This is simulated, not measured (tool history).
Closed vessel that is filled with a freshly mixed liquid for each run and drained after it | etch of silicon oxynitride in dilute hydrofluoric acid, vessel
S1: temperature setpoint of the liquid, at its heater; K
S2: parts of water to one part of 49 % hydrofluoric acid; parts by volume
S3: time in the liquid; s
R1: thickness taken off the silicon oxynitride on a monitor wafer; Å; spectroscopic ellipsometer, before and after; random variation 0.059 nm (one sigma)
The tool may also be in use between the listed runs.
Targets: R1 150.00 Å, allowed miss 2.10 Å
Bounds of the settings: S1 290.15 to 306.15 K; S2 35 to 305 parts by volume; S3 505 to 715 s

| run | day | S1 | S2 | S3 | R1 |
|---|---|---|---|---|---|
| 1 | 0.000 | 298.15 | 170 | 715 | 185.43 |
| 2 | 0.288 | 298.15 | 170 | 505 | 130.83 |
| 3 | 0.404 | 298.15 | 145 | 505 | 157.52 |
| 4 | 0.467 | 298.15 | 145 | 505 | 156.90 |
| 5 | 0.608 | 298.15 | 90 | 505 | 263.06 |
| 6 | 0.879 | 298.15 | 90 | 715 | 373.17 |
| 7 | 1.142 | 295.65 | 105 | 715 | 280.86 |
| 8 | 1.283 | 294.15 | 120 | 715 | 224.91 |

5 next moves are on the table. One of them brings every result within its allowed miss. Which?
| A | 1.425 | 296.15 | 190 | 695 | ? |
| B | 1.425 | 295.15 | 140 | 520 | ? |
| C | 1.425 | 293.15 | 130 | 530 | ? |
| D | 1.425 | 292.65 | 140 | 580 | ? |
| E | 1.425 | 290.15 | 120 | 580 | ? |

| move | R1 |
|---|---|
| A | 144.28 |
| B | 145.17 |
| C | 145.93 |
| D | 143.77 |
| E | 150.39 |
A: takes the result that was furthest off past its target
B: takes the result that was furthest off past its target
C: takes the result that was furthest off past its target
D: takes the result that was furthest off past its target
E: meets every target
Answer: E

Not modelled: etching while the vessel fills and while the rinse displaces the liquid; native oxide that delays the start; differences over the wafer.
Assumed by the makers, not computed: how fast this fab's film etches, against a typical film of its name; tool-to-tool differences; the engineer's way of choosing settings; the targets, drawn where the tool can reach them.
